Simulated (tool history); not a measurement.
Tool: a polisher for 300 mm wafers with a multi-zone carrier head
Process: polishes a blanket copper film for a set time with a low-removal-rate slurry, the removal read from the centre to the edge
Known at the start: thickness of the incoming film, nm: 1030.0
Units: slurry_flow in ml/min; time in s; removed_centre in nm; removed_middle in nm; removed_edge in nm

| run | hour | slurry_flow | centre_zone | middle_zone | edge_zone | slurry_solids | time | removed_centre | removed_middle | removed_edge |
|---|---|---|---|---|---|---|---|---|---|---|
| 1 | 0.0 | 260 | 1.00 | 1.00 | 1.00 | 1.00 | 38 | 154.87 | 170.58 | 168.53 |
| 2 | 5.7 | 275 | 1.04 | 1.01 | 0.99 | 1.10 | 38 | 162.47 | 173.78 | 172.47 |
| 3 | 12.0 | 275 | 0.97 | 1.01 | 0.99 | 1.10 | 38 | 153.17 | 174.42 | 171.87 |
| 4 | 12.6 | 275 | 0.97 | 1.01 | 0.99 | 0.95 | 38 | 149.38 | 171.97 | 165.53 |
|  | 20.2 | centre zone pressure recalibrated |
| 5 | 20.2 | 275 | 0.97 | 1.01 | 0.99 | 1.15 | 38 | 172.59 | 175.49 | 172.65 |
| 6 | 25.9 | 280 | 0.97 | 1.04 | 1.00 | 1.20 | 38 | 174.45 | 183.03 | 173.97 |

Run 7 comes next. What will it give?
| 7 | 34.4 | 315 | 1.07 | 1.12 | 1.10 | 1.45 | 39 | ? | ? | ? |

{"run 7": {"removed_centre": 207.39, "removed_middle": 213.68, "removed_edge": 198.58}}

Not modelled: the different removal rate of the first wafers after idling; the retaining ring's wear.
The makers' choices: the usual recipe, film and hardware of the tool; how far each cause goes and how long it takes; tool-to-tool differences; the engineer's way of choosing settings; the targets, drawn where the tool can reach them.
